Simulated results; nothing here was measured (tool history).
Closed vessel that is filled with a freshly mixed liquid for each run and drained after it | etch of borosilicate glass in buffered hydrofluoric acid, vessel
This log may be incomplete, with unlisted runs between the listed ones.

run	hour	temperature setpoint of the liquid (°C)	parts of 40 % ammonium fluoride to one part of 49 % hydrofluoric acid (parts by volume)	time in the liquid (s)	thickness taken off the borosilicate glass on a monitor wafer (angstrom)
1	0.0	22.0	11.0	100	915.18
2	5.0	24.0	10.0	100	1120.90
3	9.0	26.0	10.0	100	1240.60
4	17.1	29.0	10.0	100	1458.70
5	22.1	29.0	9.5	100	1515.90
6	24.6	29.0	9.0	100	1556.80
7	29.3	29.0	8.5	100	1682.20

What will run 8 give?
8	29.8	29.5	8.5	100	?

thickness taken off the borosilicate glass on a monitor wafer (angstrom): 1708.40

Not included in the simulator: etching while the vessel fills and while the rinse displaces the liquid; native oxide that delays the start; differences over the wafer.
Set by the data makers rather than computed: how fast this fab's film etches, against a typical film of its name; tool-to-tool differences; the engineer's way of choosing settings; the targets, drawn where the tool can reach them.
